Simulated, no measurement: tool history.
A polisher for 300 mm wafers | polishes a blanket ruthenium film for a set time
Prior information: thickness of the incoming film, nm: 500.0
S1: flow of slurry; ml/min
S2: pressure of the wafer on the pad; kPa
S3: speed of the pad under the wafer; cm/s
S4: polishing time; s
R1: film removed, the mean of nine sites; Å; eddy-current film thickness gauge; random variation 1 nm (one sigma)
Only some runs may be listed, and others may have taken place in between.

run 1 hour=0.0 | S1=170 S2=11.7 S3=126 S4=64 | R1=697.71
run 2 hour=5.4 | S1=175 S2=13.1 S3=126 S4=64 | R1=802.97
run 3 hour=14.3 | S1=175 S2=13.1 S3=126 S4=64 | R1=790.47
run 4 hour=18.5 | S1=180 S2=13.8 S3=126 S4=64 | R1=847.32
run 5 hour=21.4 | S1=180 S2=12.4 S3=126 S4=64 | R1=749.32
run 6 hour=26.1 | S1=140 S2=12.4 S3=126 S4=64 | R1=737.76

The next listed run, before its measurement:
run 7 hour=29.1 | S1=140 S2=13.8 S3=126 S4=64 | R1=?

For run 7 the tool returned R1 798.88 Å.
